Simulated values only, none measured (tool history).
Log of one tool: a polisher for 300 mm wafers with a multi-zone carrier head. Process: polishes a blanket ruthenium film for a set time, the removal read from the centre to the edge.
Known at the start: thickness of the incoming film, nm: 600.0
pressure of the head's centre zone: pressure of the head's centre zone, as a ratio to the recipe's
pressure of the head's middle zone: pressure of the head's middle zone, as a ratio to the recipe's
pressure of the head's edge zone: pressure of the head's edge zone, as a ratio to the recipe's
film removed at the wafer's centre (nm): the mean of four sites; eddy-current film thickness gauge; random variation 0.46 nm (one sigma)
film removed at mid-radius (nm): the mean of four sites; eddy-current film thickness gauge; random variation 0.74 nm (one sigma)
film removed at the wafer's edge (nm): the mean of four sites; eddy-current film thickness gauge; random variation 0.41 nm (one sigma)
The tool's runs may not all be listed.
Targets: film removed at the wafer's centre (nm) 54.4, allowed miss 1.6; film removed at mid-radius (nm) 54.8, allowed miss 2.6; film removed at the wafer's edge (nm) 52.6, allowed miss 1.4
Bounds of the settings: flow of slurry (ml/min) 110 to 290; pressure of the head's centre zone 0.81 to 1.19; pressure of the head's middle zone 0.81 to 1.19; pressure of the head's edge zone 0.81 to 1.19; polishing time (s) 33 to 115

run    day  flow of slurry (ml/min)  pressure of the head's centre zone  pressure of the head's middle zone  pressure of the head's edge zone  polishing time (s)  film removed at the wafer's centre (nm)  film removed at mid-radius (nm)  film removed at the wafer's edge (nm)
  1      0                      185                                   1                                   1                                 1                  73                                   64.667                           65.159                                  63.82
  2  0.221                      180                                0.99                                0.99                              0.97                  72                                   63.444                           63.319                                 61.496
  3  0.338                      175                                0.97                                0.98                              0.95                  71                                   60.492                           62.913                                 60.961
  4    0.6                      170                                0.97                                0.97                              0.94                  70                                   58.847                           62.006                                 59.188
  5  0.858                      165                                0.98                                0.95                              0.93                  69                                   58.628                            59.43                                 58.369
  6  0.917                      130                                0.98                                0.95                              0.93                  69                                   57.175                           57.244                                  56.91
  7  1.217                      130                                0.98                                0.95                              0.92                  68                                   56.453                            55.96                                 55.893
  8   1.45                      130                                0.98                                0.95                              0.91                  68                                   56.028                            55.82                                 55.095

Which of these 4 next moves meets every target?
  A  1.683                      150                                0.97                                0.95                              0.89                  65                                        ?                                ?                                      ?
  B  1.683                      130                                0.99                                0.95                              1.07                  68                                        ?                                ?                                      ?
  C  1.683                      110                                0.91                                0.99                              1.01                  72                                        ?                                ?                                      ?
  D  1.683                      130                                0.95                                0.94                              0.98                  67                                        ?                                ?                                      ?

move  film removed at the wafer's centre (nm)  film removed at mid-radius (nm)  film removed at the wafer's edge (nm)
   A                                   54.591                           53.612                                 53.265
   B                                    57.08                           55.057                                 60.049
   C                                   54.317                           58.916                                 60.803
   D                                   54.022                           53.821                                 56.686
A: meets every target
B: further off than the last run
C: further off than the last run
D: further off than the last run
Move A is the one to make.

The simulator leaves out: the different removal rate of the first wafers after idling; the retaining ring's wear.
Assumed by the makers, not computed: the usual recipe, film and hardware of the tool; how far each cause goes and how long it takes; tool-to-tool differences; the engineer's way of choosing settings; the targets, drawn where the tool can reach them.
